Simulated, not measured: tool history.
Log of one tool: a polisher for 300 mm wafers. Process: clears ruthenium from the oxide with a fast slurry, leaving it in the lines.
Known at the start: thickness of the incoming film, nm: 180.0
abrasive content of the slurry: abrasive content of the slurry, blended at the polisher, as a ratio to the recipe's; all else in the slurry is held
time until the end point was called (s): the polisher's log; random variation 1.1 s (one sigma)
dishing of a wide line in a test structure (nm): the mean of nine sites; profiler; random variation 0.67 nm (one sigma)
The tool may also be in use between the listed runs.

run,hour,flow of slurry (ml/min),pressure of the wafer on the pad (kPa),speed of the pad under the wafer (m/s),abrasive content of the slurry,overpolish time after the end point (s),time until the end point was called (s),dishing of a wide line in a test structure (nm)
1,0.0,130,17.2,0.88,1.00,18,47.257,57.833
2,5.3,130,17.2,0.96,1.00,18,43.086,59.058
3,10.1,130,15.9,0.98,0.95,15,48.411,46.301
4,17.8,130,15.9,0.98,0.80,15,54.093,40.824
5,26.1,130,15.9,0.98,0.80,7,53.165,20.539
6,35.1,130,15.9,0.98,1.00,7,48.493,23.141

Forecast run 7:
7,40.8,130,15.2,0.98,1.00,8,?,?

{"run 7": {"time until the end point was called (s)": 50.623, "dishing of a wide line in a test structure (nm)": 24.845}}
